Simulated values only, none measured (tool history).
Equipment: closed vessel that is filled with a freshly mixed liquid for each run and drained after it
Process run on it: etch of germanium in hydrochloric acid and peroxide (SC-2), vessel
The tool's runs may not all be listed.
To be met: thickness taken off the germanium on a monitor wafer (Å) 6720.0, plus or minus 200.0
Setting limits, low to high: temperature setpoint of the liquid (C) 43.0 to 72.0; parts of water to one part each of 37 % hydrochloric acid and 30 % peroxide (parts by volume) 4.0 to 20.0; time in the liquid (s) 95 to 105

| run | day | temperature setpoint of the liquid (C) | parts of water to one part each of 37 % hydrochloric acid and 30 % peroxide (parts by volume) | time in the liquid (s) | thickness taken off the germanium on a monitor wafer (Å) |
|---|---|---|---|---|---|
| 1 | 0.000 | 59.0 | 11.0 | 95 | 4983.9 |
| 2 | 0.192 | 59.0 | 14.5 | 95 | 4774.6 |
| 3 | 0.375 | 59.0 | 14.5 | 95 | 4782.7 |
| 4 | 0.450 | 62.5 | 14.5 | 95 | 5226.2 |
| 5 | 0.633 | 62.5 | 18.0 | 95 | 5014.9 |
| 6 | 0.783 | 62.5 | 18.0 | 95 | 5039.0 |
| 7 | 1.071 | 65.5 | 17.5 | 95 | 5450.7 |
| 8 | 1.296 | 67.5 | 17.0 | 95 | 5806.6 |

Pick the move, out of 5, that brings all results within their allowed miss; only one does.
| A | 1.521 | 64.0 | 20.0 | 105 | ? |
| B | 1.521 | 62.0 | 18.5 | 105 | ? |
| C | 1.521 | 66.0 | 15.0 | 100 | ? |
| D | 1.521 | 67.0 | 16.5 | 100 | ? |
| E | 1.521 | 69.0 | 16.5 | 105 | ? |

| move | thickness taken off the germanium on a monitor wafer (Å) |
|---|---|
| A | 5567.2 |
| B | 5360.0 |
| C | 5944.1 |
| D | 5998.6 |
| E | 6647.9 |
A: its largest miss is bigger than the last run's
B: its largest miss is bigger than the last run's
C: nearer the targets than the last run, but a result is still out of spec
D: nearer the targets than the last run, but a result is still out of spec
E: meets every target
Correct choice: E, which meets every target

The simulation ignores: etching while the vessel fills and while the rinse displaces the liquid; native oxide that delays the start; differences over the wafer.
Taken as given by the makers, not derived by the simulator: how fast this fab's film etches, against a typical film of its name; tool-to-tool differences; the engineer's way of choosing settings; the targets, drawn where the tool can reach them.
